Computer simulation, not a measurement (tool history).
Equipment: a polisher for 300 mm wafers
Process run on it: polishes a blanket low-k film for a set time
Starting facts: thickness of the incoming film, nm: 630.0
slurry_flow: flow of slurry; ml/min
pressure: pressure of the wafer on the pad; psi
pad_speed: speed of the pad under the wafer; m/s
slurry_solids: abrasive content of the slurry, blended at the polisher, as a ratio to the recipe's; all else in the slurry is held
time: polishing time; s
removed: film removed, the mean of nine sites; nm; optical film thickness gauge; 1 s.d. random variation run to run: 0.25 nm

Run 1, day 0: slurry_flow 215 ml/min, pressure 2.3 psi, pad_speed 1.08 m/s, slurry_solids 1, time 101 s. Result: removed 55.223 nm.
Run 2, day 0.271: slurry_flow 175 ml/min, pressure 2.3 psi, pad_speed 1.08 m/s, slurry_solids 1, time 101 s. Result: removed 53.959 nm.
Run 3, day 0.354: slurry_flow 175 ml/min, pressure 2.3 psi, pad_speed 1.08 m/s, slurry_solids 1.2, time 101 s. Result: removed 59.238 nm.
Run 4, day 0.458: slurry_flow 170 ml/min, pressure 1.9 psi, pad_speed 1.08 m/s, slurry_solids 1.2, time 101 s. Result: removed 49.863 nm.
Run 5, day 0.817: slurry_flow 170 ml/min, pressure 1.9 psi, pad_speed 1.08 m/s, slurry_solids 1.2, time 105 s. Result: removed 51.614 nm.
Run 6, day 0.962: slurry_flow 165 ml/min, pressure 1.7 psi, pad_speed 1.08 m/s, slurry_solids 1.2, time 105 s. Result: removed 45.973 nm.

Run 7 is up next; what results do you expect?
Run 7, day 1.258: slurry_flow 160 ml/min, pressure 1.5 psi, pad_speed 1.08 m/s, slurry_solids 1.2, time 105 s. Result: removed ?.

{"run 7": {"removed": 40.374}}
